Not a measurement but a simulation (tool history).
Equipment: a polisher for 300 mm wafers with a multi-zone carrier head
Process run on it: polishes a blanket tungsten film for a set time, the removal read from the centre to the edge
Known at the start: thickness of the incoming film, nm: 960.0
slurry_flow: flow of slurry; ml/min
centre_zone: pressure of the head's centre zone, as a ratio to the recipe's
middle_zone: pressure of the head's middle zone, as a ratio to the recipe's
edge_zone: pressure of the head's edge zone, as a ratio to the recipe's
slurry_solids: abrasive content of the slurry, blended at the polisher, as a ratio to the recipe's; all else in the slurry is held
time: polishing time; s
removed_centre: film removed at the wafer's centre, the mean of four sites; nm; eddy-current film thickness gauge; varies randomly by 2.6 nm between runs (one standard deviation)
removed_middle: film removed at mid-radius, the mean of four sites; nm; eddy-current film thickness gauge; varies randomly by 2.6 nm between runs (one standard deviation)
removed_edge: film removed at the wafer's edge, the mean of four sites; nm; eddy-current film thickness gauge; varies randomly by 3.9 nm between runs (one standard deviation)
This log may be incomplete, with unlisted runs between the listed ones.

run  hour  slurry_flow  centre_zone  middle_zone  edge_zone  slurry_solids  time  removed_centre  removed_middle  removed_edge
  1     0          280            1            1          1              1    47          360.12          357.76        356.43
  2   8.7          280         1.07            1          1              1    47          388.14          353.43        350.18
  3  11.1          280         1.15            1          1              1    47          400.27          353.76        356.03
  4  16.7          280         1.15            1          1              1    56           480.3          428.68        423.82
  5  24.5          280         1.15            1       0.94              1    56           486.6          419.72        409.85
  6  33.5          260         1.06         1.02       0.96            0.9    56          431.28          411.28        397.48
  7  36.2          245            1         1.03       0.95            0.9    56          398.51          413.94        393.11
  8  43.9          230         0.97         1.03       0.94            0.9    56          380.62          408.91         383.7
  9  48.3          215         0.95         1.03       0.94            0.9    56          375.98          403.95        378.68

Run 10, settings as shown, results not yet in. Your forecast:
 10  49.3          205         0.93         1.04       0.94            0.9    56               ?               ?             ?

Run 10 came out at removed_centre 360.92 nm, removed_middle 403.5 nm, removed_edge 381.91 nm.

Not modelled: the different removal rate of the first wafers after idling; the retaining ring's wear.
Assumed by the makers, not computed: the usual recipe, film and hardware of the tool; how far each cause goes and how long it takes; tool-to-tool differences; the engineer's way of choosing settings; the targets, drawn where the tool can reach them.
